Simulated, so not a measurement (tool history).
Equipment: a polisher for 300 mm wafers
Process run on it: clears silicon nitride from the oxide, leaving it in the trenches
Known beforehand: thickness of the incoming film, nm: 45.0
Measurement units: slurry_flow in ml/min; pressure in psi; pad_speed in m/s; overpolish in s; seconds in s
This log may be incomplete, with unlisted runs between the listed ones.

Run 1, hour 0: slurry_flow 310 ml/min, pressure 2.3 psi, pad_speed 0.78 m/s, overpolish 9 s. Result: seconds 88.445 s.
Run 2, hour 7.5: slurry_flow 350 ml/min, pressure 2.3 psi, pad_speed 0.78 m/s, overpolish 9 s. Result: seconds 88.879 s.
Run 3, hour 11: slurry_flow 350 ml/min, pressure 2.3 psi, pad_speed 0.78 m/s, overpolish 9 s. Result: seconds 86.864 s.
Run 4, hour 18.5: slurry_flow 350 ml/min, pressure 2.3 psi, pad_speed 0.94 m/s, overpolish 9 s. Result: seconds 73.641 s.
Run 5, hour 24.6: slurry_flow 350 ml/min, pressure 2.3 psi, pad_speed 0.94 m/s, overpolish 9 s. Result: seconds 74.029 s.
Run 6, hour 29.9: slurry_flow 350 ml/min, pressure 2 psi, pad_speed 0.92 m/s, overpolish 9 s. Result: seconds 85.137 s.
Run 7, hour 34.2: slurry_flow 350 ml/min, pressure 2 psi, pad_speed 0.92 m/s, overpolish 9 s. Result: seconds 83.804 s.
Run 8, hour 42.1: slurry_flow 350 ml/min, pressure 1.8 psi, pad_speed 0.9 m/s, overpolish 9 s. Result: seconds 95.097 s.
Run 9, hour 49.8: slurry_flow 350 ml/min, pressure 1.7 psi, pad_speed 0.9 m/s, overpolish 9 s. Result: seconds 99.724 s.
Run 10, hour 55.4: slurry_flow 350 ml/min, pressure 1.6 psi, pad_speed 0.9 m/s, overpolish 9 s. Result: seconds 111.22 s.
Run 11, hour 64.1: slurry_flow 350 ml/min, pressure 1.5 psi, pad_speed 0.9 m/s, overpolish 9 s. Result: seconds 112.08 s.

Run 12 is up next; what results do you expect?
Run 12, hour 71.6: slurry_flow 350 ml/min, pressure 1.5 psi, pad_speed 0.9 m/s, overpolish 9 s. Result: seconds ?.

{"run 12": {"seconds": 113.01}}
